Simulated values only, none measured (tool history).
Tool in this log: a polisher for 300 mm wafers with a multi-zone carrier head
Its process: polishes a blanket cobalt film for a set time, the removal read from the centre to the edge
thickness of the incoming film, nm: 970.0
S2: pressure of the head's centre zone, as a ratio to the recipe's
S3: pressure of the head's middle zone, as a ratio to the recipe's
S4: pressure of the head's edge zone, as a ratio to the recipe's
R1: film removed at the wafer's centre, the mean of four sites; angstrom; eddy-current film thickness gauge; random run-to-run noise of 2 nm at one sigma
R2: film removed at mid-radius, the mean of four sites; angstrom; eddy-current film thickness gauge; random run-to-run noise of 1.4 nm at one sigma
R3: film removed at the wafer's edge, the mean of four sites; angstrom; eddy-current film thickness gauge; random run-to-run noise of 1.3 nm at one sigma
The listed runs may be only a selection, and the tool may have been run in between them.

{"run": 1, "hour": 0.0, "flow of slurry (ml/min)": 295, "S2": 1.0, "S3": 1.0, "S4": 1.0, "polishing time (s)": 30, "R1": 1049.5, "R2": 1081.8, "R3": 1021.1}
{"run": 2, "hour": 3.0, "flow of slurry (ml/min)": 300, "S2": 1.02, "S3": 1.03, "S4": 1.03, "polishing time (s)": 32, "R1": 1151.8, "R2": 1172.7, "R3": 1102.0}
{"run": 3, "hour": 8.2, "flow of slurry (ml/min)": 300, "S2": 1.02, "S3": 1.03, "S4": 1.0, "polishing time (s)": 32, "R1": 1149.8, "R2": 1180.3, "R3": 1086.4}
{"run": 4, "hour": 9.8, "flow of slurry (ml/min)": 305, "S2": 1.02, "S3": 1.06, "S4": 1.03, "polishing time (s)": 33, "R1": 1205.6, "R2": 1236.9, "R3": 1136.6}
{"run": 5, "hour": 17.9, "flow of slurry (ml/min)": 305, "S2": 1.02, "S3": 1.1, "S4": 1.03, "polishing time (s)": 33, "R1": 1161.2, "R2": 1270.3, "R3": 1129.6}
{"run": 6, "hour": 25.2, "flow of slurry (ml/min)": 305, "S2": 0.95, "S3": 1.1, "S4": 1.03, "polishing time (s)": 33, "R1": 1104.3, "R2": 1263.9, "R3": 1124.7}
{"run": 7, "hour": 26.1, "flow of slurry (ml/min)": 305, "S2": 0.95, "S3": 1.1, "S4": 1.03, "polishing time (s)": 33, "R1": 1112.3, "R2": 1266.8, "R3": 1151.7}

Run 8, settings as shown, results not yet in. Your forecast:
{"run": 8, "hour": 31.2, "flow of slurry (ml/min)": 315, "S2": 0.97, "S3": 1.11, "S4": 1.05, "polishing time (s)": 34, "R1": "?", "R2": "?", "R3": "?"}

{"run 8": {"R1": 1192.0, "R2": 1305.4, "R3": 1209.2}}

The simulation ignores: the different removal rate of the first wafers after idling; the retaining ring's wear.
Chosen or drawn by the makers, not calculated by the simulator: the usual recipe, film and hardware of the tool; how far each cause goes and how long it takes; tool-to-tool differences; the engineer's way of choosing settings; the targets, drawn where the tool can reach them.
